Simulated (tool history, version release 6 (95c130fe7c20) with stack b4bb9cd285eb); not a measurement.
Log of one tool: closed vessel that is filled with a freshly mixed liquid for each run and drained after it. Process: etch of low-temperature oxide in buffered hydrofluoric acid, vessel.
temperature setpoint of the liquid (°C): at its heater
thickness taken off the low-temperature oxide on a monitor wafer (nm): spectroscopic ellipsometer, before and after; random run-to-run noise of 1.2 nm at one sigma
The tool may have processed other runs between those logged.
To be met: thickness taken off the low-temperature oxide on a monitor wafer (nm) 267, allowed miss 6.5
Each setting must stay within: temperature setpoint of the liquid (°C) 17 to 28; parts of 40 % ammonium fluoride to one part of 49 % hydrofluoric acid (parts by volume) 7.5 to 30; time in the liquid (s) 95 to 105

run	day	temperature setpoint of the liquid (°C)	parts of 40 % ammonium fluoride to one part of 49 % hydrofluoric acid (parts by volume)	time in the liquid (s)	thickness taken off the low-temperature oxide on a monitor wafer (nm)
1	0	20	21	95	130.99
2	0.375	20	21	95	131.17
3	0.692	20	16	95	169.46
4	0.771	21	16	95	179.51
# day 0.975: thermometer replaced
5	0.975	21	16	95	194.85
6	1.362	21.5	16	95	197.35
7	1.579	21.5	16	95	199.47
8	1.658	22	16	95	207.09
9	2.038	22.5	16	95	209.95
10	2.188	23	16	95	216.96
11	2.333	23.5	16	95	223.03

Next run, 5 choices. One meets every target within its allowed miss, the rest don't. Which?
A	2.479	26	14	95	?
B	2.479	24.5	15.5	105	?
C	2.479	23	13	100	?
D	2.479	23.5	12.5	95	?
E	2.479	26	16	105	?

move	thickness taken off the low-temperature oxide on a monitor wafer (nm)
A	291.26
B	268.56
C	280.03
D	284.12
E	282.36
A: takes the result that was furthest off past its target
B: all results land within tolerance of their targets
C: takes the result that was furthest off past its target
D: takes the result that was furthest off past its target
E: takes the result that was furthest off past its target
Correct choice: B, which meets every target
